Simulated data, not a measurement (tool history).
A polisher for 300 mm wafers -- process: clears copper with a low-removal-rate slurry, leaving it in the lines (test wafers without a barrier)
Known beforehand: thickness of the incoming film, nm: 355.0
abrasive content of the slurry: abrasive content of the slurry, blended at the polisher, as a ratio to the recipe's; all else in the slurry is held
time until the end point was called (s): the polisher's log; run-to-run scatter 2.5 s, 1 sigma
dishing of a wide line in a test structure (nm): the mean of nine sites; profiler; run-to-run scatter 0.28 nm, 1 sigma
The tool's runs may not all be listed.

run  hour  flow of slurry (ml/min)  pressure of the wafer on the pad (psi)  speed of the pad under the wafer (m/s)  abrasive content of the slurry  overpolish time after the end point (s)  time until the end point was called (s)  dishing of a wide line in a test structure (nm)
  1   0.0                      250                                     2.3                                    1.20                             1.0                                       14                                   105.20                                           33.506
  2   8.5                      250                                     2.3                                    1.20                             1.0                                       16                                   100.24                                           38.246
  3  15.1                      250                                     2.0                                    1.20                             1.0                                       16                                   115.90                                           33.680
  4  24.1                      250                                     1.9                                    1.20                             1.0                                       16                                   122.44                                           31.835
  5  31.9                      250                                     1.8                                    1.20                             1.0                                       16                                   129.93                                           30.360
  6  33.0                      255                                     1.8                                    1.20                             1.0                                       15                                   127.64                                           29.607
  7  33.7                      245                                     1.8                                    1.20                             1.0                                       15                                   130.44                                           28.874

Estimate the outcome of run 8 from the log above:
  8  38.3                      240                                     1.8                                    1.20                             1.0                                       15                                        ?                                                ?

{"run 8": {"time until the end point was called (s)": 125.73, "dishing of a wide line in a test structure (nm)": 28.682}}
